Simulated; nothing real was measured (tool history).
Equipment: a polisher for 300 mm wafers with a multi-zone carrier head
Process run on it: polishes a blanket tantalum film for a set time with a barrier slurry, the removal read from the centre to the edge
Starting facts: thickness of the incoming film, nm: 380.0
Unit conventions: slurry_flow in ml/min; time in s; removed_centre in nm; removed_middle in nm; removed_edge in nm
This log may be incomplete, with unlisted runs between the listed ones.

{"run": 1, "hour": 0.0, "slurry_flow": 270, "centre_zone": 1, "middle_zone": 1, "edge_zone": 1, "slurry_solids": 1, "time": 70, "removed_centre": 61.587, "removed_middle": 60.932, "removed_edge": 62.803}
{"run": 2, "hour": 7.4, "slurry_flow": 260, "centre_zone": 0.98, "middle_zone": 0.98, "edge_zone": 0.99, "slurry_solids": 0.95, "time": 68, "removed_centre": 57.981, "removed_middle": 58.189, "removed_edge": 59.886}
{"run": 3, "hour": 15.0, "slurry_flow": 260, "centre_zone": 0.98, "middle_zone": 0.98, "edge_zone": 1.04, "slurry_solids": 0.95, "time": 68, "removed_centre": 57.728, "removed_middle": 57.646, "removed_edge": 61.376}
{"run": 4, "hour": 22.7, "slurry_flow": 255, "centre_zone": 0.96, "middle_zone": 0.96, "edge_zone": 1.03, "slurry_solids": 0.9, "time": 66, "removed_centre": 54.128, "removed_middle": 53.328, "removed_edge": 58.534}
{"run": 5, "hour": 26.7, "slurry_flow": 255, "centre_zone": 1.03, "middle_zone": 0.96, "edge_zone": 1.03, "slurry_solids": 0.9, "time": 66, "removed_centre": 58.165, "removed_middle": 53.758, "removed_edge": 58.124}
{"run": 6, "hour": 28.1, "slurry_flow": 255, "centre_zone": 1.03, "middle_zone": 0.96, "edge_zone": 1.03, "slurry_solids": 1.05, "time": 66, "removed_centre": 59.92, "removed_middle": 55.786, "removed_edge": 58.769}
{"run": 7, "hour": 34.4, "slurry_flow": 200, "centre_zone": 0.93, "middle_zone": 0.89, "edge_zone": 0.93, "slurry_solids": 0.8, "time": 51, "removed_centre": 37.202, "removed_middle": 36.491, "removed_edge": 39.381}
{"run": 8, "hour": 42.5, "slurry_flow": 200, "centre_zone": 0.92, "middle_zone": 0.9, "edge_zone": 0.94, "slurry_solids": 0.8, "time": 51, "removed_centre": 36.95, "removed_middle": 36.267, "removed_edge": 40.323}
{"run": 9, "hour": 46.6, "slurry_flow": 200, "centre_zone": 0.91, "middle_zone": 0.91, "edge_zone": 0.95, "slurry_solids": 0.8, "time": 51, "removed_centre": 36.258, "removed_middle": 37.315, "removed_edge": 40.726}
{"run": 10, "hour": 53.6, "slurry_flow": 200, "centre_zone": 0.91, "middle_zone": 0.91, "edge_zone": 0.96, "slurry_solids": 0.8, "time": 51, "removed_centre": 36.145, "removed_middle": 37.464, "removed_edge": 40.402}
{"run": 11, "hour": 60.3, "slurry_flow": 200, "centre_zone": 0.91, "middle_zone": 0.91, "edge_zone": 0.97, "slurry_solids": 0.8, "time": 51, "removed_centre": 35.921, "removed_middle": 36.911, "removed_edge": 40.537}
{"run": 12, "hour": 68.6, "slurry_flow": 200, "centre_zone": 0.91, "middle_zone": 0.91, "edge_zone": 0.98, "slurry_solids": 0.8, "time": 51, "removed_centre": 36.058, "removed_middle": 36.943, "removed_edge": 40.599}
{"run": 13, "hour": 73.8, "slurry_flow": 200, "centre_zone": 0.91, "middle_zone": 0.91, "edge_zone": 0.99, "slurry_solids": 0.8, "time": 51, "removed_centre": 36.544, "removed_middle": 37.248, "removed_edge": 41.29}
{"hour": 82.8, "done": "slurry nozzle cleaned"}
{"run": 14, "hour": 82.8, "slurry_flow": 200, "centre_zone": 0.9, "middle_zone": 0.91, "edge_zone": 1, "slurry_solids": 0.8, "time": 51, "removed_centre": 38.336, "removed_middle": 39.672, "removed_edge": 42.986}
{"run": 15, "hour": 84.2, "slurry_flow": 195, "centre_zone": 0.89, "middle_zone": 0.9, "edge_zone": 1, "slurry_solids": 0.8, "time": 51, "removed_centre": 37.348, "removed_middle": 38.68, "removed_edge": 42.853}
{"run": 16, "hour": 91.1, "slurry_flow": 190, "centre_zone": 0.88, "middle_zone": 0.9, "edge_zone": 1, "slurry_solids": 0.8, "time": 51, "removed_centre": 37.305, "removed_middle": 38.171, "removed_edge": 42.068}
{"run": 17, "hour": 99.0, "slurry_flow": 200, "centre_zone": 0.87, "middle_zone": 0.9, "edge_zone": 1, "slurry_solids": 0.8, "time": 51, "removed_centre": 37.215, "removed_middle": 39.296, "removed_edge": 42.978}
{"run": 18, "hour": 105.1, "slurry_flow": 195, "centre_zone": 0.86, "middle_zone": 0.9, "edge_zone": 1, "slurry_solids": 0.8, "time": 51, "removed_centre": 36.641, "removed_middle": 38.904, "removed_edge": 43.186}
{"run": 19, "hour": 107.2, "slurry_flow": 195, "centre_zone": 0.86, "middle_zone": 0.9, "edge_zone": 1, "slurry_solids": 0.8, "time": 51, "removed_centre": 36.273, "removed_middle": 38.78, "removed_edge": 43.252}

What will run 20 give?
{"run": 20, "hour": 114.9, "slurry_flow": 190, "centre_zone": 0.86, "middle_zone": 0.9, "edge_zone": 1, "slurry_solids": 0.8, "time": 51, "removed_centre": "?", "removed_middle": "?", "removed_edge": "?"}

{"run 20": {"removed_centre": 36.219, "removed_middle": 38.398, "removed_edge": 42.458}}
